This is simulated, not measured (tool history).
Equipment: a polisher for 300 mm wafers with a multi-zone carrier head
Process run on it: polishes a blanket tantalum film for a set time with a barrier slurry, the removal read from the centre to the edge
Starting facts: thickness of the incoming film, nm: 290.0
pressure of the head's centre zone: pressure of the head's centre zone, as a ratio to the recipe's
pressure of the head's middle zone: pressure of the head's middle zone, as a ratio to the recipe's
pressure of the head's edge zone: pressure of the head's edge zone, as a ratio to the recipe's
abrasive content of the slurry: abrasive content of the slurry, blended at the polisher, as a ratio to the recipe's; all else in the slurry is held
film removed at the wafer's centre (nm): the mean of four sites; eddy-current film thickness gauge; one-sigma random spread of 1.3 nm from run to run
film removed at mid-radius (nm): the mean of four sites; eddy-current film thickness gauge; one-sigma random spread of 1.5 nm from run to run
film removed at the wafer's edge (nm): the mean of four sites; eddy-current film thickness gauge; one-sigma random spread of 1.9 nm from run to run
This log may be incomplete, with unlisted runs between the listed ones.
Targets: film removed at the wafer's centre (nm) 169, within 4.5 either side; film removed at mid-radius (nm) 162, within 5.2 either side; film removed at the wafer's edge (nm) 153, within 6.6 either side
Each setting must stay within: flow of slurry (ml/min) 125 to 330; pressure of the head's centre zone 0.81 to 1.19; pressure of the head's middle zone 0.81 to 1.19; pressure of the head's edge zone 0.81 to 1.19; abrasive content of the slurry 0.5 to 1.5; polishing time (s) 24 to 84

run,hour,flow of slurry (ml/min),pressure of the head's centre zone,pressure of the head's middle zone,pressure of the head's edge zone,abrasive content of the slurry,polishing time (s),film removed at the wafer's centre (nm),film removed at mid-radius (nm),film removed at the wafer's edge (nm)
1,0,210,1,1,1,1,54,109.71,112.88,113.7
2,5.1,210,1,1,1,1.1,54,111.59,114.77,114.64
3,7.5,220,1.02,1.02,1.02,1.15,55,118.95,122.2,119.31
4,13.6,220,1.07,1.02,1.02,1.15,55,122.55,120.39,120.99
5,14.3,230,1.09,1.03,1.03,1.2,56,132.53,126.89,125.52
6,18,235,1.1,1.04,1.05,1.25,57,136.83,133.87,128.62
7,20.3,260,1.16,1.02,1.13,1.5,64,171.44,152.41,160.6
8,29.2,260,1.16,1.03,1.12,1.5,64,169.54,152.46,157.38
9,32.8,260,1.16,1.04,1.11,1.5,64,169.03,151.37,157.63

Next run, 4 choices. One meets every target within its allowed miss, the rest don't. Which?
A,36.4,305,1.13,1.12,1.17,1.35,70,?,?,?
B,36.4,245,1.08,0.95,1.12,1.45,68,?,?,?
C,36.4,255,1.11,1.07,1.15,1.5,69,?,?,?
D,36.4,325,1.19,1.14,1.16,1.1,65,?,?,?

move,film removed at the wafer's centre (nm),film removed at mid-radius (nm),film removed at the wafer's edge (nm)
A,180.03,180.75,172.85
B,164.81,151.23,164.33
C,174.18,171.66,170.25
D,169.41,163.76,153.43
A: takes the biggest miss from the last run beyond its target
B: no better and no worse than the last run
C: takes the biggest miss from the last run beyond its target
D: every result lands within tolerance
Answer: D

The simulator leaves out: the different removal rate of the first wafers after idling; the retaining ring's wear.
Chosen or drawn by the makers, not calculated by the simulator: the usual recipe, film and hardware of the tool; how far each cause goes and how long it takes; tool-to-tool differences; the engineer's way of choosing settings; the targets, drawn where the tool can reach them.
